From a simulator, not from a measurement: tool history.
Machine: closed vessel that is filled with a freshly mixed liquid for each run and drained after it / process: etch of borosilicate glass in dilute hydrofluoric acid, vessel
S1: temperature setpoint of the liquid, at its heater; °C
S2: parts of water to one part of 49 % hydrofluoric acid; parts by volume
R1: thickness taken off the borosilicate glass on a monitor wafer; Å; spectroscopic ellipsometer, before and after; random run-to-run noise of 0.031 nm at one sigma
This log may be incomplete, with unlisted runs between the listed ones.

run 1 hour=0.0 | S1=20.0 S2=195 time_in_the_liquid_(s)=30 | R1=52.614
run 2 hour=6.9 | S1=17.5 S2=195 time_in_the_liquid_(s)=30 | R1=46.966
run 3 hour=9.0 | S1=17.5 S2=130 time_in_the_liquid_(s)=30 | R1=76.053
run 4 hour=12.8 | S1=17.5 S2=85 time_in_the_liquid_(s)=30 | R1=120.900
run 5 hour=19.1 | S1=17.5 S2=115 time_in_the_liquid_(s)=30 | R1=86.832
run 6 hour=22.0 | S1=19.5 S2=115 time_in_the_liquid_(s)=30 | R1=94.676

Run 7, settings as shown, results not yet in. Your forecast:
run 7 hour=26.7 | S1=19.0 S2=140 time_in_the_liquid_(s)=30 | R1=?

For run 7 the tool returned R1 73.238 Å.

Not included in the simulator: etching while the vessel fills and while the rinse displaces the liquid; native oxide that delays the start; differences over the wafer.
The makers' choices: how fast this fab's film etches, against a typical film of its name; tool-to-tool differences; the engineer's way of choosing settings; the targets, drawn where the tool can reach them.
